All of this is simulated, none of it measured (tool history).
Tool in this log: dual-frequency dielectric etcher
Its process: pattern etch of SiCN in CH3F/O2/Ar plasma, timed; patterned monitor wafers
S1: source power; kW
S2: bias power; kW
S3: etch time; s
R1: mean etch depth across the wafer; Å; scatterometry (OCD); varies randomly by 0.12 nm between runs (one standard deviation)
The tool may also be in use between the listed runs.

run 1 hour=0 | S1=0.29 S2=0.07 S3=71.5 | R1=225.91
run 2 hour=4.7 | S1=0.3 S2=0.072 S3=71.5 | R1=232.62
run 3 hour=7.7 | S1=0.31 S2=0.073 S3=71.5 | R1=235.6
run 4 hour=14.7 | S1=0.31 S2=0.064 S3=71.5 | R1=223.87
run 5 hour=20.6 | S1=0.31 S2=0.064 S3=71.5 | R1=223.34
run 6 hour=25.4 | S1=0.31 S2=0.053 S3=71.5 | R1=208.7

The next listed run, before its measurement:
run 7 hour=34.4 | S1=0.37 S2=0.067 S3=73.5 | R1=?

{"run 7": {"R1": 245.29}}
